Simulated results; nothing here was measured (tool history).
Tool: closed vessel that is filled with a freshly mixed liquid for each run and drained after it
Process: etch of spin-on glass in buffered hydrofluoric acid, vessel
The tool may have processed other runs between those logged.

run  hour  temperature setpoint of the liquid (K)  parts of 40 % ammonium fluoride to one part of 49 % hydrofluoric acid (parts by volume)  time in the liquid (s)  thickness taken off the spin-on glass on a monitor wafer (angstrom)
  1     0                                  295.15                                                                                     13.5                      30                                                               642.88
  2   7.6                                  295.15                                                                                     13.5                      30                                                               640.14
  3  14.4                                  295.15                                                                                     13.5                      30                                                               641.94
  4  22.3                                  296.15                                                                                       13                      30                                                                702.6
  5  29.4                                  294.15                                                                                       13                      30                                                               628.27
  6    31                                  295.15                                                                                     12.5                      30                                                               693.08
  7    32                                  296.15                                                                                       12                      30                                                               763.78
  8  41.2                                  296.65                                                                                       12                      30                                                               783.09
  9  49.8                                  297.15                                                                                     11.5                      30                                                               833.73
 10  57.8                                  297.65                                                                                     11.5                      30                                                               856.23
 11  62.4                                  298.15                                                                                     11.5                      30                                                               880.73
 12  67.7                                  298.65                                                                                     11.5                      30                                                               908.99

What does the tool deliver on the next run?
 13  76.4                                  299.15                                                                                     11.5                      30                                                                    ?

For run 13 the tool returned thickness taken off the spin-on glass on a monitor wafer (angstrom) 934.19.
